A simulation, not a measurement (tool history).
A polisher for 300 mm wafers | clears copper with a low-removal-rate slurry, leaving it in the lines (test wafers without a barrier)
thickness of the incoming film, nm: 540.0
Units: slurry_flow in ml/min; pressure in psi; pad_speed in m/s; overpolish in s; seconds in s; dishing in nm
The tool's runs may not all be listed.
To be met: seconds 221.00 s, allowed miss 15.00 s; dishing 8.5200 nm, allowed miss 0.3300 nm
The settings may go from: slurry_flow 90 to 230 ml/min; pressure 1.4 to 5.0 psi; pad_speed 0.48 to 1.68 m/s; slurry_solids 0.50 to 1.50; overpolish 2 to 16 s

run	hour	slurry_flow	pressure	pad_speed	slurry_solids	overpolish	seconds	dishing
1	0.0	150	3.2	1.08	1.00	8	160.70	17.9330
2	4.0	170	3.2	1.08	1.00	8	158.04	18.9180
3	5.1	170	3.2	1.28	1.00	8	136.99	21.4520
4	10.2	170	3.2	1.28	1.10	8	133.85	21.5420
5	16.1	170	3.2	1.52	1.10	8	113.44	24.3410
6	24.1	170	3.6	1.52	1.10	8	103.82	27.3690
7	28.6	175	3.0	1.36	1.10	7	128.80	18.7450
# hour 34.7: slurry blender recalibrated
8	34.7	165	2.5	1.28	1.10	7	152.52	16.4450
9	40.2	170	2.3	1.14	1.10	6	181.07	11.9260
10	46.6	175	2.0	1.12	1.10	6	207.02	10.7250

4 next moves are on the table. One of them brings every result within its allowed miss. Which?
A	53.0	185	2.1	0.92	1.25	6	?	?
B	53.0	175	2.2	1.08	1.05	5	?	?
C	53.0	135	2.2	1.00	1.15	5	?	?
D	53.0	185	2.3	0.74	1.05	6	?	?

move	seconds	dishing
A	227.74	9.9053
B	200.32	9.4148
C	219.83	8.6127
D	262.16	8.6703
A: nearer than the last run, and not there yet
B: nearer than the last run, and not there yet
C: meets every target
D: brings the result that was furthest off to its target, and leaves another outside
Move C is the one to make.
